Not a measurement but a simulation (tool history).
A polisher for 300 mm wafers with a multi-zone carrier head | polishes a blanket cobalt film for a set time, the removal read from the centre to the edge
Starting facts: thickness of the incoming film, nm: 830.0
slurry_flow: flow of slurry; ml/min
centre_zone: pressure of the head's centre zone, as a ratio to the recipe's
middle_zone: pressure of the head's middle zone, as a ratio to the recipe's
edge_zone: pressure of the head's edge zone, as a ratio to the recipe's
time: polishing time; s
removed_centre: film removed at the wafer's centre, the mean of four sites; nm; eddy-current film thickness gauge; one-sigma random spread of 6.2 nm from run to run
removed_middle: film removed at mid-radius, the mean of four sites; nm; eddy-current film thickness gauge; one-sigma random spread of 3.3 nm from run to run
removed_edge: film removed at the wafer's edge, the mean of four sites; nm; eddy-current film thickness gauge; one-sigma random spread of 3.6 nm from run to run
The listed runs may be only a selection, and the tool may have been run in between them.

run    day  slurry_flow  centre_zone  middle_zone  edge_zone  time  removed_centre  removed_middle  removed_edge
  1  0.000          230         1.00         1.00       1.00    50          359.35          348.28        344.74
  2  0.217          285         1.00         1.00       1.00    50          368.45          357.60        348.55
  3  0.571          285         1.00         1.00       1.00    38          280.95          271.63        271.03
  4  0.833          285         1.00         1.00       1.00    46          335.68          323.21        324.69
  5  1.112          285         1.00         1.00       1.00    52          376.00          371.12        368.25
  6  1.479          245         1.00         1.00       1.00    52          371.68          362.46        362.58

The next listed run, before its measurement:
  7  1.654          250         1.01         1.03       1.03    53               ?               ?             ?

{"run 7": {"removed_centre": 380.49, "removed_middle": 381.33, "removed_edge": 371.73}}
